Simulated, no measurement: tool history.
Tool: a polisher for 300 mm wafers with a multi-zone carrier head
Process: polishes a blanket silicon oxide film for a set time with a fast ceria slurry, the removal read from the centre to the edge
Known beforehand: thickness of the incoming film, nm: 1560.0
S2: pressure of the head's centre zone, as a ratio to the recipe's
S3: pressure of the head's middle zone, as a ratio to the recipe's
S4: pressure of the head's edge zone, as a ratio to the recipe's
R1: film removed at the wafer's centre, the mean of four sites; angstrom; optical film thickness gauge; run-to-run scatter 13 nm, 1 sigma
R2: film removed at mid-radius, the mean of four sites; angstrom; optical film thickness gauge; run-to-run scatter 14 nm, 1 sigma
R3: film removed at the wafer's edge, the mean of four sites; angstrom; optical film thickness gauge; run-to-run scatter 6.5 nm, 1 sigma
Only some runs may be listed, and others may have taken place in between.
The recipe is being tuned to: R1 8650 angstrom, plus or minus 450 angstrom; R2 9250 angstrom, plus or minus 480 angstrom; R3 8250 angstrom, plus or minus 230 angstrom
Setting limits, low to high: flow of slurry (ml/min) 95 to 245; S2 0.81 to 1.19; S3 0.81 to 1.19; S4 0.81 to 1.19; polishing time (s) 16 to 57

run 1 hour=0 | flow_of_slurry_(ml/min)=155 S2=1 S3=1 S4=1 polishing_time_(s)=36 | R1=5738 R2=6387.3 R3=6485.5
run 2 hour=6.5 | flow_of_slurry_(ml/min)=170 S2=1.05 S3=1.05 S4=1.02 polishing_time_(s)=38 | R1=6497.8 R2=7318 R3=6952.4
run 3 hour=14.7 | flow_of_slurry_(ml/min)=170 S2=1.05 S3=1.05 S4=1.07 polishing_time_(s)=38 | R1=6641 R2=7300.5 R3=7060.3
run 4 hour=17.8 | flow_of_slurry_(ml/min)=180 S2=1.08 S3=1.07 S4=1.09 polishing_time_(s)=39 | R1=6908.5 R2=7707.5 R3=7444.1
run 5 hour=20.6 | flow_of_slurry_(ml/min)=190 S2=1.12 S3=1.08 S4=1.07 polishing_time_(s)=40 | R1=7325.9 R2=8073.1 R3=7599.1
run 6 hour=23 | flow_of_slurry_(ml/min)=190 S2=1.12 S3=1.08 S4=1.04 polishing_time_(s)=40 | R1=7621.2 R2=8091.6 R3=7539
run 7 hour=28.4 | flow_of_slurry_(ml/min)=200 S2=1.13 S3=1.1 S4=1.05 polishing_time_(s)=41 | R1=7829.3 R2=8198.8 R3=7789.4
-- hour=32.1 centre zone pressure recalibrated
run 8 hour=32.1 | flow_of_slurry_(ml/min)=195 S2=1.15 S3=1.12 S4=1.05 polishing_time_(s)=42 | R1=9199.4 R2=8952.5 R3=7860.9
run 9 hour=34.7 | flow_of_slurry_(ml/min)=205 S2=1.14 S3=1.13 S4=1.06 polishing_time_(s)=42 | R1=9007.4 R2=9044.1 R3=8007.2

Consider the 4 candidate settings below. Which is the only one whose results all fall within their allowed miss of target?
run A hour=37.3 | flow_of_slurry_(ml/min)=200 S2=1.15 S3=1.09 S4=0.97 polishing_time_(s)=45 | R1=? R2=? R3=?
run B hour=37.3 | flow_of_slurry_(ml/min)=205 S2=1.02 S3=1.11 S4=1 polishing_time_(s)=44 | R1=? R2=? R3=?
run C hour=37.3 | flow_of_slurry_(ml/min)=150 S2=1.17 S3=1.19 S4=1.02 polishing_time_(s)=41 | R1=? R2=? R3=?
run D hour=37.3 | flow_of_slurry_(ml/min)=205 S2=1.15 S3=1.16 S4=1.01 polishing_time_(s)=42 | R1=? R2=? R3=?

move=A R1=9954.8 R2=9213.2 R3=8251.5
move=B R1=8662.7 R2=9189.6 R3=8207.3
move=C R1=8716 R2=8595.6 R3=7407.6
move=D R1=9334 R2=9104.4 R3=7866.7
A: gets the furthest-off result to its target, but another result is out of tolerance
B: all results land within tolerance of their targets
C: further off than the last run
D: further off than the last run
Answer: B
